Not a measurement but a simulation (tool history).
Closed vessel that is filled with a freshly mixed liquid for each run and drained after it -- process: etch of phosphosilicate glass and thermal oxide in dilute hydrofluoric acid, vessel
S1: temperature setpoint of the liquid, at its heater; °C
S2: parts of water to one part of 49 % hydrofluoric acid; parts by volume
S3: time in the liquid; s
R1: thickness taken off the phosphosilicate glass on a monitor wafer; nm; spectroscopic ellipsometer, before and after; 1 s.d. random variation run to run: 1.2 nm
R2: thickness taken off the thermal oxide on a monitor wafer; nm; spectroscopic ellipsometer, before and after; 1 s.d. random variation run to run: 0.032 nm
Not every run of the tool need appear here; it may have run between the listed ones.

| run | hour | S1 | S2 | S3 | R1 | R2 |
|---|---|---|---|---|---|---|
| 1 | 0.0 | 20.0 | 60 | 60 | 139.58 | 4.2362 |
| 2 | 8.6 | 20.0 | 60 | 45 | 104.16 | 3.2175 |
| 3 | 14.6 | 22.0 | 60 | 45 | 113.68 | 3.4675 |
| 4 | 19.2 | 22.0 | 45 | 45 | 155.14 | 4.6894 |
| 5 | 28.2 | 23.0 | 45 | 45 | 160.66 | 4.8907 |
| 6 | 29.1 | 23.5 | 45 | 45 | 164.35 | 5.0335 |
| 7 | 31.1 | 24.0 | 45 | 45 | 168.36 | 5.1038 |
| 8 | 33.0 | 24.5 | 45 | 45 | 172.85 | 5.2430 |
| 9 | 41.4 | 25.0 | 45 | 45 | 174.94 | 5.3430 |

Run 10 has not been measured yet. What should we expect?
| 10 | 48.1 | 25.5 | 45 | 45 | ? | ? |

R1: 178.95 nm
R2: 5.4617 nm

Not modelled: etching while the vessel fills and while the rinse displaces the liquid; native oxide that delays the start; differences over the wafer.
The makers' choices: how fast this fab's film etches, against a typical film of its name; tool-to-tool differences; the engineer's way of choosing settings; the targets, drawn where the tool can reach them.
